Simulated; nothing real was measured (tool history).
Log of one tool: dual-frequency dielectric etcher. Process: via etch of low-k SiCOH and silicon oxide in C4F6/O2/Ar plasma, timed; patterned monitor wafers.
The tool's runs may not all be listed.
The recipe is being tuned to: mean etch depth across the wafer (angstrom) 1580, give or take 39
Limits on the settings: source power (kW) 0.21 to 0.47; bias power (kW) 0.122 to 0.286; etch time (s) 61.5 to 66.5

| run | hour | source power (kW) | bias power (kW) | etch time (s) | mean etch depth across the wafer (angstrom) |
|---|---|---|---|---|---|
| 1 | 0 | 0.34 | 0.204 | 66.5 | 1830 |
| 2 | 3.6 | 0.29 | 0.204 | 66.5 | 1686.9 |
| 3 | 11.9 | 0.32 | 0.204 | 66.5 | 1777.5 |
| 4 | 14.5 | 0.32 | 0.19 | 66.5 | 1729.6 |
|  | 16.4 | source power generator calibrated |
| 5 | 16.4 | 0.32 | 0.205 | 66.5 | 1820.5 |
| 6 | 22.8 | 0.31 | 0.204 | 66.5 | 1776.8 |
| 7 | 27.9 | 0.3 | 0.202 | 66.5 | 1732.5 |
| 8 | 34.8 | 0.29 | 0.201 | 66.5 | 1699.7 |
| 9 | 35.6 | 0.28 | 0.2 | 66.5 | 1669.9 |
| 10 | 42.2 | 0.24 | 0.192 | 66 | 1495.7 |

Pick the move, out of 5, that brings all results within their allowed miss; only one does.
| A | 48.8 | 0.25 | 0.228 | 65.5 | ? |
| B | 48.8 | 0.25 | 0.235 | 66.5 | ? |
| C | 48.8 | 0.24 | 0.21 | 61.5 | ? |
| D | 48.8 | 0.26 | 0.192 | 62 | ? |
| E | 48.8 | 0.29 | 0.184 | 64 | ? |

| move | mean etch depth across the wafer (angstrom) |
|---|---|
| A | 1633.8 |
| B | 1681.5 |
| C | 1446.6 |
| D | 1459.7 |
| E | 1562.5 |
A: pushes the last run's worst result past its target
B: pushes the last run's worst result past its target
C: its largest miss is bigger than the last run's
D: its largest miss is bigger than the last run's
E: each result inside its tolerance
Answer: E
